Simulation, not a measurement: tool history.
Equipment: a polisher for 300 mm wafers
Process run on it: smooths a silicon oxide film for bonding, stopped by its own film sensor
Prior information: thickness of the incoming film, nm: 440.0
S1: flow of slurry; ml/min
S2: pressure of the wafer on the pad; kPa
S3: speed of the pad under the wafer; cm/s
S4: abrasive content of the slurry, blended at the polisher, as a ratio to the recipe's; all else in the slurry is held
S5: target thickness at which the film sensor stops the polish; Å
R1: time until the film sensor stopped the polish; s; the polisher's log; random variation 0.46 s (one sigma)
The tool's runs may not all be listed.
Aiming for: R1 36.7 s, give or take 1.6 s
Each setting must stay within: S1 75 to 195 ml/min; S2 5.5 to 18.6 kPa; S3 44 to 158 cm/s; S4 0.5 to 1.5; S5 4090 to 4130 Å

run 1 hour=0 | S1=125 S2=11.7 S3=100 S4=1 S5=4090 | R1=56.288
run 2 hour=6.4 | S1=125 S2=11.7 S3=100 S4=1 S5=4130 | R1=48.402
run 3 hour=11.1 | S1=125 S2=11.7 S3=100 S4=1 S5=4090 | R1=56.492
run 4 hour=13.6 | S1=125 S2=12.4 S3=100 S4=1 S5=4090 | R1=53.786
run 5 hour=17.9 | S1=125 S2=13.1 S3=100 S4=1 S5=4090 | R1=51.077
run 6 hour=18.9 | S1=125 S2=13.1 S3=82 S4=1 S5=4090 | R1=59.517
run 7 hour=22.1 | S1=125 S2=13.8 S3=84 S4=1 S5=4090 | R1=55.747
run 8 hour=30.6 | S1=125 S2=13.8 S3=84 S4=1 S5=4090 | R1=56.552
run 9 hour=39.5 | S1=145 S2=17.2 S3=88 S4=1 S5=4090 | R1=43.773
run 10 hour=46.7 | S1=145 S2=17.2 S3=88 S4=1 S5=4090 | R1=42.541
run 11 hour=50.3 | S1=145 S2=17.9 S3=92 S4=1 S5=4090 | R1=39.199

Pick the move, out of 5, that brings all results within their allowed miss; only one does.
run A hour=53.9 | S1=150 S2=18.6 S3=110 S4=1 S5=4090 | R1=?
run B hour=53.9 | S1=160 S2=17.2 S3=100 S4=1 S5=4100 | R1=?
run C hour=53.9 | S1=145 S2=17.9 S3=100 S4=0.95 S5=4130 | R1=?
run D hour=53.9 | S1=135 S2=15.2 S3=120 S4=1.05 S5=4130 | R1=?
run E hour=53.9 | S1=130 S2=17.9 S3=80 S4=1.1 S5=4100 | R1=?

move=A R1=33.78
move=B R1=37.406
move=C R1=34.235
move=D R1=32.557
move=E R1=42.205
A: the result that was furthest off in the last run now lies on the other side of its target
B: each result inside its tolerance
C: the result that was furthest off in the last run now lies on the other side of its target
D: the result that was furthest off in the last run now lies on the other side of its target
E: moves away from the targets compared with the last run
Answer: B

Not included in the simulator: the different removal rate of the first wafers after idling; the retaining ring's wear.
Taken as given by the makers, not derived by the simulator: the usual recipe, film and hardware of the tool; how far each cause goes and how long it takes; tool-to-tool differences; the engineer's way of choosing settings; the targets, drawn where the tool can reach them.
